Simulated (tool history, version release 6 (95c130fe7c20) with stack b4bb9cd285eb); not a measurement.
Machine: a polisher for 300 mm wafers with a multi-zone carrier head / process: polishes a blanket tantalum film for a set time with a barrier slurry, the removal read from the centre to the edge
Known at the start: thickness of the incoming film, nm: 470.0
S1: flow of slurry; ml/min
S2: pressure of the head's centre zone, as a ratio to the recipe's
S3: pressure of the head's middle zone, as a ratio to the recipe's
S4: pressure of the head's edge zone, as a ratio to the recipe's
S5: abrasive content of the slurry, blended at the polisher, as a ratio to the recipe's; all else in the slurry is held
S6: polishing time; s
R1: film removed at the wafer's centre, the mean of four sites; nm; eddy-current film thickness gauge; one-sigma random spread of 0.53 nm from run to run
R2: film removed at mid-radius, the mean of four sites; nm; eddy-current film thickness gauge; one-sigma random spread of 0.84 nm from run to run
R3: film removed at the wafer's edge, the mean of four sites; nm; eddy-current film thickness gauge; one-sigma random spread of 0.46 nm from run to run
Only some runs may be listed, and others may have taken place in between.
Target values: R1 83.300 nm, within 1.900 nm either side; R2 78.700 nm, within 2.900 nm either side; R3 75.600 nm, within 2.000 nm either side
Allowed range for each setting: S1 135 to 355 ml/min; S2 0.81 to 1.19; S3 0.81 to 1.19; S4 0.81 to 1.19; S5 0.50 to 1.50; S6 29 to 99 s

run	day	S1	S2	S3	S4	S5	S6	R1	R2	R3
1	0.000	225	1.00	1.00	1.00	1.00	64	91.169	91.993	90.564
2	0.129	215	1.00	0.98	0.96	0.95	64	90.185	88.343	87.152
3	0.467	205	0.99	0.97	0.93	0.90	64	87.611	87.117	84.445
4	0.600	255	0.99	0.97	0.93	0.90	64	89.866	87.901	85.794
5	0.779	245	0.99	0.96	0.90	0.85	64	87.022	85.199	82.573
6	0.829	285	0.99	0.96	0.90	0.85	64	88.633	86.637	85.317
7	0.946	265	0.99	0.95	0.88	0.85	64	88.686	86.048	82.203
8	1.033	250	0.98	0.93	0.87	0.85	64	86.514	83.176	81.533
9	1.217	250	0.98	0.93	0.87	0.85	64	86.794	83.106	81.961
10	1.408	240	0.98	0.93	0.85	0.85	64	85.464	81.552	79.714
11	1.592	240	0.98	0.93	0.85	0.85	64	87.202	83.155	80.873

5 candidate next runs follow, results not yet known. Just one meets every target within its allowed miss. Identify it.
A	1.775	240	0.99	0.92	0.91	0.70	66	?	?	?
B	1.775	225	1.02	0.84	0.84	0.90	59	?	?	?
C	1.775	280	0.99	0.93	0.83	1.05	56	?	?	?
D	1.775	235	0.98	0.83	0.84	0.90	68	?	?	?
E	1.775	250	1.04	0.91	0.82	0.75	67	?	?	?

move	R1	R2	R3
A	84.253	80.451	80.691
B	83.773	72.094	75.404
C	82.881	79.722	75.701
D	93.240	82.705	87.238
E	92.582	83.314	80.399
A: about as far from the targets as the last run
B: the worst result of the last run now meets its target, but another is out of spec
C: each result inside its tolerance
D: misses by more than the last run did
E: misses by more than the last run did
Move C is the one to make.
